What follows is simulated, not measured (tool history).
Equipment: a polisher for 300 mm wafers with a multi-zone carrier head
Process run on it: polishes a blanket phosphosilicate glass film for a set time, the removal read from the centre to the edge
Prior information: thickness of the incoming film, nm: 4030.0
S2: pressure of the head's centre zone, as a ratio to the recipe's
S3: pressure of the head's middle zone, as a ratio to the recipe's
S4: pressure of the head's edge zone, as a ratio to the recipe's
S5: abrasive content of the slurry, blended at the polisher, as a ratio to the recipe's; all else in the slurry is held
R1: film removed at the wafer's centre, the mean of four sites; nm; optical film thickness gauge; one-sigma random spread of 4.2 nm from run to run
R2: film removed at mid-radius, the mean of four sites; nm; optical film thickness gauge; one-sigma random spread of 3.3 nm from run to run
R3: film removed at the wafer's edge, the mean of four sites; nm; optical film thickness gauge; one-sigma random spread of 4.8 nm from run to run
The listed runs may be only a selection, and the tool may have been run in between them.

Run 1, hour 0: flow of slurry (ml/min) 320, S2 1, S3 1, S4 1, S5 1, polishing time (s) 54. Result: R1 304.29 nm, R2 299.64 nm, R3 295.67 nm.
Run 2, hour 6.8: flow of slurry (ml/min) 330, S2 0.99, S3 1.05, S4 1.05, S5 1.15, polishing time (s) 56. Result: R1 330.19 nm, R2 354.89 nm, R3 343.71 nm.
Run 3, hour 11.2: flow of slurry (ml/min) 330, S2 0.99, S3 0.97, S4 1.05, S5 1.15, polishing time (s) 56. Result: R1 334.04 nm, R2 333.83 nm, R3 340.05 nm.
Run 4, hour 14.3: flow of slurry (ml/min) 330, S2 0.99, S3 0.97, S4 1.05, S5 1.15, polishing time (s) 61. Result: R1 361.3 nm, R2 362.28 nm, R3 371.85 nm.
Run 5, hour 17.4: flow of slurry (ml/min) 330, S2 0.91, S3 0.97, S4 1.05, S5 1.15, polishing time (s) 61. Result: R1 338.24 nm, R2 359.34 nm, R3 376.12 nm.
Run 6, hour 18.7: flow of slurry (ml/min) 295, S2 0.91, S3 0.97, S4 1.05, S5 1.15, polishing time (s) 61. Result: R1 336.31 nm, R2 358.39 nm, R3 372.22 nm.

For run 7, what comes out?
Run 7, hour 24.4: flow of slurry (ml/min) 300, S2 0.96, S3 1.03, S4 1.09, S5 1.25, polishing time (s) 61. Result: R1 ?, R2 ?, R3 ?.

Run 7 produced R1 367.99 nm, R2 390.63 nm, R3 402.87 nm.
